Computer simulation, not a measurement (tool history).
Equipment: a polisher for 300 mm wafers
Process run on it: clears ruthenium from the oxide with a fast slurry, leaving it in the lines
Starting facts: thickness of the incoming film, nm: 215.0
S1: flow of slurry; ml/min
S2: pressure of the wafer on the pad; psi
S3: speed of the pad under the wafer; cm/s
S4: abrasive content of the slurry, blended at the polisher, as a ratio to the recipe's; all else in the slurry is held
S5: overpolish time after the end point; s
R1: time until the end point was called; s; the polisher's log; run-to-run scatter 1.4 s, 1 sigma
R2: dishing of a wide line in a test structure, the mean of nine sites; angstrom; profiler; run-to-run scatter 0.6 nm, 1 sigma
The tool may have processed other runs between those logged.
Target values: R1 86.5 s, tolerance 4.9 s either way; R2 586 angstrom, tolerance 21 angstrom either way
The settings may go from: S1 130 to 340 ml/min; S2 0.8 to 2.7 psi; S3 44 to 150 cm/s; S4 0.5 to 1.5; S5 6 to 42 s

Run 1, hour 0: S1 220 ml/min, S2 1.7 psi, S3 96 cm/s, S4 1, S5 21 s. Result: R1 85.131 s, R2 386.67 angstrom.
Run 2, hour 8: S1 220 ml/min, S2 1.7 psi, S3 96 cm/s, S4 1, S5 23 s. Result: R1 84.261 s, R2 414.37 angstrom.
Run 3, hour 11.5: S1 220 ml/min, S2 1.7 psi, S3 72 cm/s, S4 1, S5 23 s. Result: R1 109.63 s, R2 324.97 angstrom.
Run 4, hour 12.7: S1 220 ml/min, S2 1.8 psi, S3 72 cm/s, S4 1, S5 25 s. Result: R1 106.92 s, R2 367.14 angstrom.
Run 5, hour 21.4: S1 220 ml/min, S2 1.8 psi, S3 60 cm/s, S4 1, S5 25 s. Result: R1 128.07 s, R2 319.7 angstrom.
Run 6, hour 29.6: S1 220 ml/min, S2 1.8 psi, S3 60 cm/s, S4 1.1, S5 25 s. Result: R1 119.55 s, R2 328.31 angstrom.
Run 7, hour 36.7: S1 215 ml/min, S2 1.9 psi, S3 60 cm/s, S4 1.1, S5 26 s. Result: R1 113.87 s, R2 360.58 angstrom.
Run 8, hour 40.4: S1 215 ml/min, S2 1.9 psi, S3 60 cm/s, S4 1.1, S5 26 s. Result: R1 111.4 s, R2 357.18 angstrom.
Run 9, hour 43.9: S1 215 ml/min, S2 2 psi, S3 60 cm/s, S4 1.05, S5 27 s. Result: R1 110.59 s, R2 374.49 angstrom.
Run 10, hour 46.7: S1 215 ml/min, S2 2.1 psi, S3 62 cm/s, S4 1.05, S5 28 s. Result: R1 98.572 s, R2 414.24 angstrom.
Run 11, hour 51.6: S1 215 ml/min, S2 2.1 psi, S3 62 cm/s, S4 1.05, S5 29 s. Result: R1 100.5 s, R2 430.6 angstrom.
Run 12, hour 60.6: S1 215 ml/min, S2 2.1 psi, S3 62 cm/s, S4 1.05, S5 30 s. Result: R1 101.51 s, R2 445.72 angstrom.
Run 13, hour 63.2: S1 215 ml/min, S2 2.1 psi, S3 62 cm/s, S4 1.05, S5 31 s. Result: R1 104.08 s, R2 458.8 angstrom.
Run 14, hour 67.1: S1 215 ml/min, S2 2.3 psi, S3 64 cm/s, S4 1.05, S5 33 s. Result: R1 90.635 s, R2 526.5 angstrom.

4 candidate next runs follow, results not yet known. Just one meets every target within its allowed miss. Identify it.
Run A, hour 71: S1 130 ml/min, S2 2.7 psi, S3 54 cm/s, S4 1.15, S5 32 s. Result: R1 ?, R2 ?.
Run B, hour 71: S1 220 ml/min, S2 2.3 psi, S3 66 cm/s, S4 1, S5 42 s. Result: R1 ?, R2 ?.
Run C, hour 71: S1 165 ml/min, S2 2.6 psi, S3 66 cm/s, S4 0.95, S5 36 s. Result: R1 ?, R2 ?.
Run D, hour 71: S1 215 ml/min, S2 2.3 psi, S3 66 cm/s, S4 1.05, S5 26 s. Result: R1 ?, R2 ?.

move      R1      R2
   A  88.687  504.55
   B  86.906  630.97
   C  82.114  586.84
   D  84.698  442.67
A: its largest miss is bigger than the last run's
B: takes the biggest miss from the last run beyond its target
C: every result within its allowed miss
D: its largest miss is bigger than the last run's
Answer: C
